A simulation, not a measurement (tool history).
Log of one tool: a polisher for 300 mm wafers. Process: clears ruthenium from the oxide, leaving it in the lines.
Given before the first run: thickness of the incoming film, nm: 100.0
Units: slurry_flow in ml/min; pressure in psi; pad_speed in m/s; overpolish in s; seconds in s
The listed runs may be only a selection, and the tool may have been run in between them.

{"run": 1, "hour": 0.0, "slurry_flow": 240, "pressure": 2.5, "pad_speed": 1.28, "overpolish": 4, "seconds": 56.128}
{"run": 2, "hour": 5.8, "slurry_flow": 240, "pressure": 3.0, "pad_speed": 1.28, "overpolish": 4, "seconds": 47.328}
{"run": 3, "hour": 10.4, "slurry_flow": 240, "pressure": 3.1, "pad_speed": 1.3, "overpolish": 4, "seconds": 44.006}
{"run": 4, "hour": 18.0, "slurry_flow": 270, "pressure": 3.1, "pad_speed": 1.3, "overpolish": 4, "seconds": 43.04}
{"run": 5, "hour": 20.4, "slurry_flow": 235, "pressure": 3.1, "pad_speed": 1.3, "overpolish": 4, "seconds": 43.497}
{"run": 6, "hour": 27.3, "slurry_flow": 235, "pressure": 3.6, "pad_speed": 1.3, "overpolish": 4, "seconds": 38.035}
{"run": 7, "hour": 30.7, "slurry_flow": 235, "pressure": 3.6, "pad_speed": 1.32, "overpolish": 4, "seconds": 38.388}
{"run": 8, "hour": 34.6, "slurry_flow": 235, "pressure": 3.6, "pad_speed": 1.34, "overpolish": 4, "seconds": 36.965}

Run 9, settings as shown, results not yet in. Your forecast:
{"run": 9, "hour": 43.0, "slurry_flow": 235, "pressure": 3.6, "pad_speed": 1.36, "overpolish": 4, "seconds": "?"}

{"run 9": {"seconds": 35.887}}
